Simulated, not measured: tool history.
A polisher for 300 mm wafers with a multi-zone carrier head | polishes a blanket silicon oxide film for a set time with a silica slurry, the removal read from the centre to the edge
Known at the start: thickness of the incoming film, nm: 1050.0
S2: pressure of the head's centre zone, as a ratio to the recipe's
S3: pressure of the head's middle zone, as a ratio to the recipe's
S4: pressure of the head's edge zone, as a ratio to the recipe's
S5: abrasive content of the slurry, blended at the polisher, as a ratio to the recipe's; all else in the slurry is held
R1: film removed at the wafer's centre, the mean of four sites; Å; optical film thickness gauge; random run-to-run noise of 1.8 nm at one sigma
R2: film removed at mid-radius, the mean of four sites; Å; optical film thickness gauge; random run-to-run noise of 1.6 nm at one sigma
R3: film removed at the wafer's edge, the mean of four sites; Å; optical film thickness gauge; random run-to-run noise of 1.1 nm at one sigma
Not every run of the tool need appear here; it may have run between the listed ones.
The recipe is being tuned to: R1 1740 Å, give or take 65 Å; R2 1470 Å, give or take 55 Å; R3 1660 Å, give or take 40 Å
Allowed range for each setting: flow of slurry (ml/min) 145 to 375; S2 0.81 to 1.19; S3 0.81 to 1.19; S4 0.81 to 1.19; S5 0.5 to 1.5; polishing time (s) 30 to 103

Run 1, hour 0: flow of slurry (ml/min) 240, S2 1, S3 1, S4 1, S5 1, polishing time (s) 66. Result: R1 1913.3 Å, R2 1948.4 Å, R3 1926.1 Å.
Run 2, hour 7.5: flow of slurry (ml/min) 185, S2 1, S3 1, S4 1, S5 1, polishing time (s) 66. Result: R1 1820.8 Å, R2 1889.6 Å, R3 1861.3 Å.
Run 3, hour 15.3: flow of slurry (ml/min) 185, S2 1, S3 1.07, S4 1, S5 1, polishing time (s) 66. Result: R1 1851.2 Å, R2 1979 Å, R3 1857.5 Å.
Run 4, hour 17.2: flow of slurry (ml/min) 180, S2 1.03, S3 1, S4 1, S5 0.95, polishing time (s) 66. Result: R1 1866.5 Å, R2 1896 Å, R3 1847.1 Å.
Run 5, hour 17.8: flow of slurry (ml/min) 180, S2 1.03, S3 1, S4 1.08, S5 0.95, polishing time (s) 66. Result: R1 1884.7 Å, R2 1847 Å, R3 1931.5 Å.
Run 6, hour 23.5: flow of slurry (ml/min) 180, S2 1.03, S3 1, S4 1.08, S5 0.95, polishing time (s) 53. Result: R1 1511.4 Å, R2 1467.1 Å, R3 1529 Å.
Run 7, hour 28.6: flow of slurry (ml/min) 200, S2 1.05, S3 0.99, S4 1.1, S5 0.95, polishing time (s) 53. Result: R1 1575.5 Å, R2 1509.5 Å, R3 1582.4 Å.
Run 8, hour 36.2: flow of slurry (ml/min) 210, S2 1.07, S3 0.96, S4 1.11, S5 0.95, polishing time (s) 53. Result: R1 1604.7 Å, R2 1465.5 Å, R3 1587.6 Å.

Which of these 5 next moves meets every target?
Run A, hour 43.8: flow of slurry (ml/min) 145, S2 1.09, S3 0.88, S4 1.03, S5 1.1, polishing time (s) 57. Result: R1 ?, R2 ?, R3 ?.
Run B, hour 43.8: flow of slurry (ml/min) 160, S2 1.04, S3 0.86, S4 1.09, S5 1, polishing time (s) 56. Result: R1 ?, R2 ?, R3 ?.
Run C, hour 43.8: flow of slurry (ml/min) 185, S2 1.07, S3 0.98, S4 1.03, S5 1, polishing time (s) 54. Result: R1 ?, R2 ?, R3 ?.
Run D, hour 43.8: flow of slurry (ml/min) 265, S2 0.93, S3 0.86, S4 1.19, S5 1.15, polishing time (s) 52. Result: R1 ?, R2 ?, R3 ?.
Run E, hour 43.8: flow of slurry (ml/min) 245, S2 1.19, S3 0.98, S4 1.08, S5 1, polishing time (s) 50. Result: R1 ?, R2 ?, R3 ?.

move      R1      R2      R3
   A  1728.2  1457.9  1645.9
   B  1592.3  1379.7    1626
   C  1618.3    1514    1545
   D  1488.6  1433.8  1738.4
   E    1732  1449.2    1502
A: every result within its allowed miss
B: further off than the last run
C: further off than the last run
D: further off than the last run
E: puts the biggest miss on target and leaves a different result outside tolerance
So the answer is move A, the one that meets all the targets.
